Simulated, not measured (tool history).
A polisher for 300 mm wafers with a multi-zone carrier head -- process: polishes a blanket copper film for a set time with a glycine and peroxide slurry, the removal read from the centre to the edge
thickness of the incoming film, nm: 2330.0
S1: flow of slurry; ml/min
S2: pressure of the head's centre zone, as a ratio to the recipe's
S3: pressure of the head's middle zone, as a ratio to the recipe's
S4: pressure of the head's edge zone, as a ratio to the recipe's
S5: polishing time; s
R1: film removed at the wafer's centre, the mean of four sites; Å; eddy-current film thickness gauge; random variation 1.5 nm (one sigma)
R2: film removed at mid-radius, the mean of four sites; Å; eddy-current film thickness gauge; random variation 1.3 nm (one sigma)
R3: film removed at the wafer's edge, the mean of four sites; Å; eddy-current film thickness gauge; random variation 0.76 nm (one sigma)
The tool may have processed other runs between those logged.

run	hour	S1	S2	S3	S4	S5	R1	R2	R3
1	0	195	1	1	1	35	2085	2111.7	2168.8
2	4.2	195	1	0.96	1	35	2110.3	2054.1	2175.9
3	5.3	180	1.03	0.91	0.99	29	1746.2	1547.9	1777.1
4	6.4	230	1.03	0.91	0.99	29	1833.4	1618.3	1828.1
5	9.8	210	1.04	0.88	0.93	26	1631.9	1425.2	1573.1
6	16.5	210	1.04	0.88	0.93	30	1882.5	1618.3	1824.7
7	17.4	195	1.06	0.86	0.91	26	1637.3	1385.4	1532.6
8	25.3	180	1.08	0.84	0.92	24	1560.2	1204.2	1434.2
9	28.1	165	1.08	0.83	0.9	23	1434.3	1143.3	1324

Run 10, settings as shown, results not yet in. Your forecast:
10	32.5	150	1.09	0.82	0.9	23	?	?	?

R1: 1406.8 Å
R2: 1125.1 Å
R3: 1312.5 Å
